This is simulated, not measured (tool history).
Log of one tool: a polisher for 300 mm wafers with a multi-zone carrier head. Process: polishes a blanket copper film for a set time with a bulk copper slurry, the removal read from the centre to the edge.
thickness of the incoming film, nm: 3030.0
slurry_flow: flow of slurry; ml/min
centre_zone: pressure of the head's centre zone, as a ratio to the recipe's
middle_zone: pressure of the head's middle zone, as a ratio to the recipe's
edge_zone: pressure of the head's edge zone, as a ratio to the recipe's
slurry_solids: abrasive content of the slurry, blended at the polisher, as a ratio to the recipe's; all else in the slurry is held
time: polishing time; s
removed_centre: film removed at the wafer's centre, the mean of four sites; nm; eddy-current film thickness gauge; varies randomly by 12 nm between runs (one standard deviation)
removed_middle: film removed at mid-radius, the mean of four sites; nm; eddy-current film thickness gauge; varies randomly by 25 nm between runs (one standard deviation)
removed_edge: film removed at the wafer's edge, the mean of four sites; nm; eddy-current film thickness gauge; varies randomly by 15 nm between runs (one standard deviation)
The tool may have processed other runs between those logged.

{"run": 1, "hour": 0.0, "slurry_flow": 210, "centre_zone": 1, "middle_zone": 1, "edge_zone": 1, "slurry_solids": 1, "time": 81, "removed_centre": 1253, "removed_middle": 1226.5, "removed_edge": 1291.3}
{"run": 2, "hour": 3.9, "slurry_flow": 225, "centre_zone": 1.03, "middle_zone": 1.04, "edge_zone": 0.99, "slurry_solids": 1.1, "time": 82, "removed_centre": 1358.8, "removed_middle": 1332.7, "removed_edge": 1323.2}
{"run": 3, "hour": 4.9, "slurry_flow": 235, "centre_zone": 1.06, "middle_zone": 1.07, "edge_zone": 1, "slurry_solids": 1.15, "time": 82, "removed_centre": 1390.5, "removed_middle": 1400.1, "removed_edge": 1344.8}
{"run": 4, "hour": 6.4, "slurry_flow": 245, "centre_zone": 1.09, "middle_zone": 1.08, "edge_zone": 0.99, "slurry_solids": 1.2, "time": 83, "removed_centre": 1476.1, "removed_middle": 1403.5, "removed_edge": 1348}
{"run": 5, "hour": 14.2, "slurry_flow": 245, "centre_zone": 1.09, "middle_zone": 1.08, "edge_zone": 0.99, "slurry_solids": 1.2, "time": 102, "removed_centre": 1808.2, "removed_middle": 1754.8, "removed_edge": 1674}
{"run": 6, "hour": 17.5, "slurry_flow": 245, "centre_zone": 1.09, "middle_zone": 1.13, "edge_zone": 0.99, "slurry_solids": 1.2, "time": 102, "removed_centre": 1825.5, "removed_middle": 1819.9, "removed_edge": 1709}
{"run": 7, "hour": 25.7, "slurry_flow": 250, "centre_zone": 1.1, "middle_zone": 1.14, "edge_zone": 0.95, "slurry_solids": 1.15, "time": 101, "removed_centre": 1793.1, "removed_middle": 1803.5, "removed_edge": 1617}
{"run": 8, "hour": 34.1, "slurry_flow": 250, "centre_zone": 1.11, "middle_zone": 1.14, "edge_zone": 0.93, "slurry_solids": 1.15, "time": 101, "removed_centre": 1817.3, "removed_middle": 1829.4, "removed_edge": 1622.4}
{"run": 9, "hour": 37.6, "slurry_flow": 250, "centre_zone": 1.12, "middle_zone": 1.14, "edge_zone": 0.91, "slurry_solids": 1.1, "time": 101, "removed_centre": 1796.9, "removed_middle": 1783.4, "removed_edge": 1575.4}
{"run": 10, "hour": 46.1, "slurry_flow": 250, "centre_zone": 1.13, "middle_zone": 1.14, "edge_zone": 0.89, "slurry_solids": 1.1, "time": 101, "removed_centre": 1809.4, "removed_middle": 1805.9, "removed_edge": 1561.8}

Forecast run 11:
{"run": 11, "hour": 50.1, "slurry_flow": 250, "centre_zone": 1.14, "middle_zone": 1.14, "edge_zone": 0.88, "slurry_solids": 1.1, "time": 101, "removed_centre": "?", "removed_middle": "?", "removed_edge": "?"}

{"run 11": {"removed_centre": 1844.8, "removed_middle": 1798.8, "removed_edge": 1568.4}}

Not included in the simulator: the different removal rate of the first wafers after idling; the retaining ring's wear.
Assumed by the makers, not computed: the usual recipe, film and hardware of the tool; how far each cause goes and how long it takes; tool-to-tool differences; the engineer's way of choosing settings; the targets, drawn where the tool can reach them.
